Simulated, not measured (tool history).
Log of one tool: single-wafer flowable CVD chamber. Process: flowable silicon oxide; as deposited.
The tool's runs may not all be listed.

run  hour  heater temperature setpoint (°C)  chamber pressure (mTorr)  RF power (W)  deposition time (s)  mean film thickness on the monitor wafer (Å)
  1   0.0                               100                       719          1585                  687                                        3056.0
  2   2.7                               101                       719          1585                  687                                        2938.6
  3   9.5                               101                       719          1695                  687                                        3016.8
  4  14.1                                95                       719          1695                  687                                        3755.6
  5  17.8                                95                       632          1695                  687                                        3329.7
  6  25.2                                95                       530          1695                  687                                        2817.1
  7  32.8                                96                       530          1695                  687                                        2705.8
  8  41.0                                97                       530          1695                  687                                        2629.0

The next listed run, before its measurement:
  9  46.8                                98                       530          1695                  687                                             ?

Run 9 gave mean film thickness on the monitor wafer (Å) 2523.0.
